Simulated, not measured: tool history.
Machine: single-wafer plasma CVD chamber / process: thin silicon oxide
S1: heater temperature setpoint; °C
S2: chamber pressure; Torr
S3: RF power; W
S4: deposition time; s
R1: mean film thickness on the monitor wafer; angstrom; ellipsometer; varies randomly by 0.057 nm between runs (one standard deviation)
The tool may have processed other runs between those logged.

{"run": 1, "hour": 0.0, "S1": 420, "S2": 1.03, "S3": 315, "S4": 5.64, "R1": 121.92}
{"run": 2, "hour": 3.8, "S1": 420, "S2": 0.96, "S3": 315, "S4": 5.64, "R1": 114.97}
{"run": 3, "hour": 12.7, "S1": 420, "S2": 0.79, "S3": 315, "S4": 5.64, "R1": 93.786}
{"run": 4, "hour": 18.0, "S1": 411, "S2": 0.79, "S3": 315, "S4": 5.64, "R1": 94.582}
{"run": 5, "hour": 24.8, "S1": 411, "S2": 0.79, "S3": 315, "S4": 5.64, "R1": 94.876}
{"run": 6, "hour": 29.2, "S1": 406, "S2": 0.79, "S3": 315, "S4": 5.64, "R1": 94.28}
{"run": 7, "hour": 36.9, "S1": 406, "S2": 0.97, "S3": 320, "S4": 5.64, "R1": 118.53}

Run 8 is up next; what results do you expect?
{"run": 8, "hour": 43.2, "S1": 407, "S2": 0.94, "S3": 320, "S4": 5.64, "R1": "?"}

R1: 114.28 angstrom
